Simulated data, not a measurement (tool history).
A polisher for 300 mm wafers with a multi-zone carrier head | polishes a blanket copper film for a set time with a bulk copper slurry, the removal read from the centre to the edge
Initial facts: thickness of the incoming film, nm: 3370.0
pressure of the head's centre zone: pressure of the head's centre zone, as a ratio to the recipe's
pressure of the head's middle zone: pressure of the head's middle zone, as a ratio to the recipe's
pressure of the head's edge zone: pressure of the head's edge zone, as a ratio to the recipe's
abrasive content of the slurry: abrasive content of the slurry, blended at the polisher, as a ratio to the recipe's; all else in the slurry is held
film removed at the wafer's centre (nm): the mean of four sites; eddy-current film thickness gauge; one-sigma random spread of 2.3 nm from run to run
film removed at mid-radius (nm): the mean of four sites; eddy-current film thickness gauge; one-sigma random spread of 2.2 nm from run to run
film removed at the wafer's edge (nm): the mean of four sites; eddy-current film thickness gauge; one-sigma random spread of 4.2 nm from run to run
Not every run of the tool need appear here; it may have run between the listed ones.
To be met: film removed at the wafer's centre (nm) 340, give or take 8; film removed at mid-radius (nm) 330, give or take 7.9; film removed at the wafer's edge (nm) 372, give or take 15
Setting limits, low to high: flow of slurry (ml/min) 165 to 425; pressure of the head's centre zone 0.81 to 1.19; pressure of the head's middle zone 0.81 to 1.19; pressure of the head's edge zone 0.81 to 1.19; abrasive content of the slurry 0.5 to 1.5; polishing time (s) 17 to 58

run	day	flow of slurry (ml/min)	pressure of the head's centre zone	pressure of the head's middle zone	pressure of the head's edge zone	abrasive content of the slurry	polishing time (s)	film removed at the wafer's centre (nm)	film removed at mid-radius (nm)	film removed at the wafer's edge (nm)
1	0	275	1	1	1	1	37	526.47	514.78	549.17
2	0.304	270	0.97	0.97	0.96	0.9	35	476.77	469.13	504.6
3	0.658	265	0.95	0.94	0.94	0.8	33	432.24	424.79	466.8
4	0.738	260	0.94	0.92	0.92	0.75	32	411.98	402.82	444.54
5	0.829	260	0.94	0.92	0.87	0.75	32	412.22	397.37	440.89
6	1.138	205	0.94	0.92	0.87	0.75	32	404.44	389.95	418.22
7	1.188	170	0.84	0.82	0.82	0.5	31	319.03	324.66	371.52
8	1.392	180	0.85	0.83	0.82	0.5	31	326.8	326.98	370.84
9	1.621	185	0.86	0.83	0.82	0.5	31	330.68	327.71	373.81

Below are 5 possible settings for the next run. Only one of them brings all results inside the allowed miss of their targets. Which is it?
A	1.85	170	0.89	0.85	0.83	0.5	31	?	?	?
B	1.85	205	0.82	0.87	0.84	0.7	28	?	?	?
C	1.85	165	0.88	0.89	0.81	0.55	31	?	?	?
D	1.85	215	0.84	0.83	0.87	0.5	30	?	?	?
E	1.85	190	0.85	0.83	0.85	0.55	30	?	?	?

move	film removed at the wafer's centre (nm)	film removed at mid-radius (nm)	film removed at the wafer's edge (nm)
A	336.39	331.17	377.5
B	300.02	325.96	365.32
C	336.34	346.89	377.66
D	314.13	321.34	379.19
E	318.61	322.44	377.39
A: hits every target within its allowed miss
B: lands further from the targets than the last run did
C: meets the target for the result that was furthest off, but another lies outside its allowed miss
D: lands further from the targets than the last run did
E: lands further from the targets than the last run did
A is the move that brings every result within its allowed miss.

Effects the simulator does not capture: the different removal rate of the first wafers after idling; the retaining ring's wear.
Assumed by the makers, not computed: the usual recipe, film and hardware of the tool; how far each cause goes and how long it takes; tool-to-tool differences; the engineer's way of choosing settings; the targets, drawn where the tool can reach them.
